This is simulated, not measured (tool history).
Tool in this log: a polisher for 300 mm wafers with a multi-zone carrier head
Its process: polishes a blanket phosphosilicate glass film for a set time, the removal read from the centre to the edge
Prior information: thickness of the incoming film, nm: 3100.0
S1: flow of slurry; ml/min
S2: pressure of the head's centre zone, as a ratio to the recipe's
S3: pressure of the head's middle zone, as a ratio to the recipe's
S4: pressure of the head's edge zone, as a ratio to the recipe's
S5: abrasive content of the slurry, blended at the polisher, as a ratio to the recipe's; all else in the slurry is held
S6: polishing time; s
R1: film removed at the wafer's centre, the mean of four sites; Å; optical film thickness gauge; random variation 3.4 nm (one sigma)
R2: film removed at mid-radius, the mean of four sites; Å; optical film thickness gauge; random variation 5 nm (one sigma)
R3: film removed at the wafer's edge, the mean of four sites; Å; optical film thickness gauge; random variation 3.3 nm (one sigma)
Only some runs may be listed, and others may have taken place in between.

run	day	S1	S2	S3	S4	S5	S6	R1	R2	R3
1	0.000	165	1.00	1.00	1.00	1.0	83	5000.0	5056.4	4893.9
2	0.212	155	0.98	0.98	0.98	1.0	83	4907.4	4882.4	4772.6
3	0.571	150	0.96	0.97	0.97	1.0	83	4713.4	4917.7	4744.6
4	0.892	145	0.95	0.95	0.96	1.0	83	4551.9	4822.3	4803.4
5	0.950	145	0.95	0.95	0.96	1.0	62	3501.7	3677.3	3528.9
6	1.004	145	0.95	0.95	0.96	1.0	82	4600.1	4620.2	4728.4
7	1.304	140	0.94	0.95	0.94	1.0	82	4455.6	4752.7	4564.0

Run 8 has not been measured yet. What should we expect?
8	1.388	135	0.94	0.93	0.93	1.0	82	?	?	?

{"run 8": {"R1": 4404.4, "R2": 4632.1, "R3": 4593.8}}
